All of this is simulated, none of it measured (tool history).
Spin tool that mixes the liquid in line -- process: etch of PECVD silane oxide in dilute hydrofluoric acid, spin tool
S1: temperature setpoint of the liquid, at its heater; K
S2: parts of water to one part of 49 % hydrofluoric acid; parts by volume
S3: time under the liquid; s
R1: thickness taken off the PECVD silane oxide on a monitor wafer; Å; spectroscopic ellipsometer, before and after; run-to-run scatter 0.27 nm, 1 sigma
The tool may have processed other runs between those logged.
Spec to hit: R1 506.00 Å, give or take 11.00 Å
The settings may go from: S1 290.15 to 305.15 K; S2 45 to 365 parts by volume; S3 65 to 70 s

run	hour	S1	S2	S3	R1
1	0.0	297.15	205	65	140.52
2	3.7	298.15	185	65	167.25
3	8.7	296.15	185	65	154.63
4	9.9	297.15	165	65	182.61
5	18.5	297.15	110	65	295.27
6	22.1	298.15	105	65	321.40
7	23.7	299.15	105	65	335.33
8	29.5	300.15	105	65	347.20
9	36.4	300.65	100	65	374.67
10	44.9	301.15	100	65	381.41
11	50.5	305.15	70	65	670.45
12	54.9	301.15	70	65	562.76
13	60.5	300.65	70	65	558.69
14	68.6	300.15	70	65	548.86

Pick the move, out of 5, that brings all results within their allowed miss; only one does.
A	76.7	300.15	80	70	?
B	76.7	300.65	65	65	?
C	76.7	301.15	65	65	?
D	76.7	305.15	100	70	?
E	76.7	300.65	70	70	?

move	R1
A	505.65
B	601.75
C	613.73
D	475.45
E	597.54
A: hits every target within its allowed miss
B: misses by more than the last run did
C: misses by more than the last run did
D: moves the result that the last run missed by most past its target, out the other side
E: misses by more than the last run did
Go with A: it meets all targets.
